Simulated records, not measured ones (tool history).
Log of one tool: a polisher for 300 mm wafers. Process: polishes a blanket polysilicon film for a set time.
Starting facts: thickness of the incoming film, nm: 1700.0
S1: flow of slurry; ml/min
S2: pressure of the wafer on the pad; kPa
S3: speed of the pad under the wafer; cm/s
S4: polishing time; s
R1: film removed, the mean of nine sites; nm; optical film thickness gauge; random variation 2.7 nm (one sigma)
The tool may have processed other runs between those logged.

| run | hour | S1 | S2 | S3 | S4 | R1 |
|---|---|---|---|---|---|---|
| 1 | 0 | 210 | 23.4 | 128 | 33 | 461.46 |
| 2 | 7.1 | 250 | 23.4 | 128 | 33 | 475.08 |
| 3 | 12.2 | 250 | 17.9 | 128 | 33 | 369.91 |
| 4 | 20.6 | 245 | 17.9 | 128 | 33 | 364.52 |
| 5 | 27.7 | 245 | 17.9 | 150 | 33 | 427.89 |
| 6 | 29.1 | 210 | 17.9 | 150 | 33 | 421.08 |
| 7 | 33.3 | 210 | 17.9 | 150 | 33 | 421.74 |
| 8 | 40 | 210 | 17.2 | 150 | 33 | 406.33 |

Run 9, settings as shown, results not yet in. Your forecast:
| 9 | 41.5 | 190 | 13.1 | 150 | 33 | ? |

R1: 305.44 nm
